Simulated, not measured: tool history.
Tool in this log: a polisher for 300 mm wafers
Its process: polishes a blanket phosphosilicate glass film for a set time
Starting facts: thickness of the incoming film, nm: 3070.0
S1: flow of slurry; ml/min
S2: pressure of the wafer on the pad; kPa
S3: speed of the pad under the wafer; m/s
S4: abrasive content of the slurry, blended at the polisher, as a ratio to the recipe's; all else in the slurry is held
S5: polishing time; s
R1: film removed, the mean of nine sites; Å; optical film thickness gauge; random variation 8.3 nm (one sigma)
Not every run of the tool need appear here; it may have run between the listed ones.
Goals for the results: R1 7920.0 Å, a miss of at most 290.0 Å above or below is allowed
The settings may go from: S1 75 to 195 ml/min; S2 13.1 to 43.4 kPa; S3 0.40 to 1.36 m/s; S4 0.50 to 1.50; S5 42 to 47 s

{"run": 1, "hour": 0.0, "S1": 125, "S2": 28.3, "S3": 0.88, "S4": 1.0, "S5": 47, "R1": 4465.3}
{"run": 2, "hour": 7.9, "S1": 125, "S2": 23.4, "S3": 0.88, "S4": 1.0, "S5": 47, "R1": 3604.4}
{"run": 3, "hour": 8.5, "S1": 130, "S2": 27.6, "S3": 0.88, "S4": 1.0, "S5": 47, "R1": 4301.9}
{"run": 4, "hour": 11.6, "S1": 130, "S2": 31.0, "S3": 0.88, "S4": 1.0, "S5": 47, "R1": 4824.7}
{"run": 5, "hour": 18.2, "S1": 130, "S2": 37.2, "S3": 0.88, "S4": 1.0, "S5": 47, "R1": 5761.2}
{"run": 6, "hour": 22.1, "S1": 130, "S2": 37.2, "S3": 0.74, "S4": 1.0, "S5": 47, "R1": 5021.6}
{"run": 7, "hour": 24.3, "S1": 135, "S2": 38.6, "S3": 0.8, "S4": 1.0, "S5": 47, "R1": 5464.9}
{"run": 8, "hour": 30.2, "S1": 135, "S2": 40.0, "S3": 0.86, "S4": 1.0, "S5": 47, "R1": 5999.3}
{"run": 9, "hour": 35.0, "S1": 135, "S2": 40.7, "S3": 0.9, "S4": 1.0, "S5": 47, "R1": 6469.4}
{"run": 10, "hour": 42.8, "S1": 135, "S2": 41.4, "S3": 0.92, "S4": 1.0, "S5": 47, "R1": 6609.2}

4 next moves are on the table. One of them brings every result within its allowed miss. Which?
{"run": "A", "hour": 50.6, "S1": 130, "S2": 41.4, "S3": 1.2, "S4": 0.9, "S5": 47, "R1": "?"}
{"run": "B", "hour": 50.6, "S1": 135, "S2": 42.1, "S3": 1.0, "S4": 1.25, "S5": 43, "R1": "?"}
{"run": "C", "hour": 50.6, "S1": 160, "S2": 41.4, "S3": 0.98, "S4": 1.1, "S5": 47, "R1": "?"}
{"run": "D", "hour": 50.6, "S1": 140, "S2": 38.6, "S3": 0.94, "S4": 1.1, "S5": 42, "R1": "?"}

move=A R1=7805.2
move=B R1=7096.9
move=C R1=7341.3
move=D R1=5829.5
A: all results in spec
B: nearer the targets than the last run, but a result is still out of spec
C: nearer the targets than the last run, but a result is still out of spec
D: its largest miss is bigger than the last run's
So the answer is move A, the one that meets all the targets.
